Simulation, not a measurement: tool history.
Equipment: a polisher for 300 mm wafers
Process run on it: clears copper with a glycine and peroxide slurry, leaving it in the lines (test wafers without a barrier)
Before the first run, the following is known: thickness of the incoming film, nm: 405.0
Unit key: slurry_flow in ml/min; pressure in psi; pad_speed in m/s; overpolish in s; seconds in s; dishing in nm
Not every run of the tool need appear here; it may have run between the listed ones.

run	hour	slurry_flow	pressure	pad_speed	overpolish	seconds	dishing
1	0	245	2.1	0.94	23	98.875	47.298
2	1.8	235	2	0.94	21	102.98	43.917
3	4	235	1.8	0.94	21	109.23	40.584
4	6.1	205	1.8	0.94	21	113.11	38.54
5	11.9	200	1.7	0.94	20	115.68	38.415
6	17.1	200	1.7	0.94	15	114.81	29.909
7	24.9	200	1.7	0.94	15	116.8	30.561
8	30.3	195	1.6	0.94	14	119.32	27.672
9	38.7	190	1.5	0.94	13	126.69	25.23
10	45.4	185	1.4	0.96	12	127.79	23.266
11	50.4	180	1.4	0.96	11	128.37	21.613

Run 12 comes next. What will it give?
12	57	145	1	1.04	7	?	?

Run 12 came out at seconds 147.15 s, dishing 12.538 nm.

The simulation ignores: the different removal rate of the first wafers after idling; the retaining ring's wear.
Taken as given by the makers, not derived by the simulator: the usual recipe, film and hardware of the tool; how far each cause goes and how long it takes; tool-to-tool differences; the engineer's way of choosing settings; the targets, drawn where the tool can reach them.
